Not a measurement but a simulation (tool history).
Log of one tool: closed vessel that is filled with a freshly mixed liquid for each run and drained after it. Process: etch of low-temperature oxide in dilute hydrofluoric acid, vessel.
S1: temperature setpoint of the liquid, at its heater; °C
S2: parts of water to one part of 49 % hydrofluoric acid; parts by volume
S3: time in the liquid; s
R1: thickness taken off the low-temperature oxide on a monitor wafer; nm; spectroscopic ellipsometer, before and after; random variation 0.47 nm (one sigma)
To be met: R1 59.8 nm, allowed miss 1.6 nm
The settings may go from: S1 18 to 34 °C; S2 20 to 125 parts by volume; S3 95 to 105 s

Run 1, hour 0: S1 26 °C, S2 70 parts by volume, S3 95 s. Result: R1 33.272 nm.
Run 2, hour 3.5: S1 29 °C, S2 70 parts by volume, S3 95 s. Result: R1 37.546 nm.
Run 3, hour 6: S1 29 °C, S2 50 parts by volume, S3 95 s. Result: R1 53.82 nm.
Run 4, hour 8.6: S1 29 °C, S2 30 parts by volume, S3 95 s. Result: R1 92.053 nm.
Run 5, hour 14: S1 27.5 °C, S2 30 parts by volume, S3 95 s. Result: R1 87.177 nm.
Run 6, hour 15.4: S1 30 °C, S2 30 parts by volume, S3 95 s. Result: R1 97.438 nm.
Run 7, hour 19.1: S1 28.5 °C, S2 30 parts by volume, S3 95 s. Result: R1 89.72 nm.
Run 8, hour 25.3: S1 27.5 °C, S2 30 parts by volume, S3 95 s. Result: R1 86.361 nm.
Run 9, hour 33: S1 27.5 °C, S2 30 parts by volume, S3 95 s. Result: R1 86.339 nm.
Run 10, hour 38.2: S1 26.5 °C, S2 30 parts by volume, S3 95 s. Result: R1 81.985 nm.
Run 11, hour 39.2: S1 25.5 °C, S2 30 parts by volume, S3 95 s. Result: R1 79.909 nm.
Run 12, hour 47.8: S1 24.5 °C, S2 30 parts by volume, S3 95 s. Result: R1 77.409 nm.
At hour 54.7: hydrofluoric acid flow meter replaced.
Run 13, hour 54.7: S1 23.5 °C, S2 30 parts by volume, S3 95 s. Result: R1 67.591 nm.
Run 14, hour 59.7: S1 23 °C, S2 30 parts by volume, S3 95 s. Result: R1 65.618 nm.

Which of these 4 next moves meets every target?
Run A, hour 64.7: S1 28.5 °C, S2 35 parts by volume, S3 95 s. Result: R1 ?.
Run B, hour 64.7: S1 23 °C, S2 30 parts by volume, S3 105 s. Result: R1 ?.
Run C, hour 64.7: S1 19.5 °C, S2 30 parts by volume, S3 100 s. Result: R1 ?.
Run D, hour 64.7: S1 24 °C, S2 30 parts by volume, S3 105 s. Result: R1 ?.

move      R1
   A  70.317
   B  72.794
   C  59.703
   D  75.916
A: further off than the last run
B: further off than the last run
C: meets every target
D: further off than the last run
The right move is C.
